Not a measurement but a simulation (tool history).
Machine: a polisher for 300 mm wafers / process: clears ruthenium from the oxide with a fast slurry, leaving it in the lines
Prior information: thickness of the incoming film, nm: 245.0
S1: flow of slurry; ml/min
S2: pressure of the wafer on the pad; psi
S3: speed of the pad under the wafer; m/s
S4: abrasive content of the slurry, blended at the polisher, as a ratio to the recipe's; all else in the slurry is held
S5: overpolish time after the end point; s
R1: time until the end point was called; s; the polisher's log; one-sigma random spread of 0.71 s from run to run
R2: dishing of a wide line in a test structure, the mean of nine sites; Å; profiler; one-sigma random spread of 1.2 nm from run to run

run,hour,S1,S2,S3,S4,S5,R1,R2
1,0.0,135,2.2,1.04,1.00,27,58.232,745.48
2,4.3,135,1.8,1.04,1.00,27,71.067,650.20
3,6.2,135,1.6,1.04,1.00,27,78.270,600.84
4,9.3,135,1.2,1.04,1.00,27,98.550,486.38
5,14.6,135,1.2,1.04,0.85,27,107.310,468.60
6,18.3,135,1.2,1.28,0.85,27,91.553,538.24
7,23.4,135,1.7,1.30,0.85,28,62.774,713.21
8,29.2,135,1.7,1.30,0.85,28,64.175,713.83
9,31.7,135,1.9,1.30,0.85,29,58.797,790.75

Run 10 comes next. What will it give?
10,33.4,135,2.1,1.30,0.85,30,?,?

{"run 10": {"R1": 52.701, "R2": 852.85}}
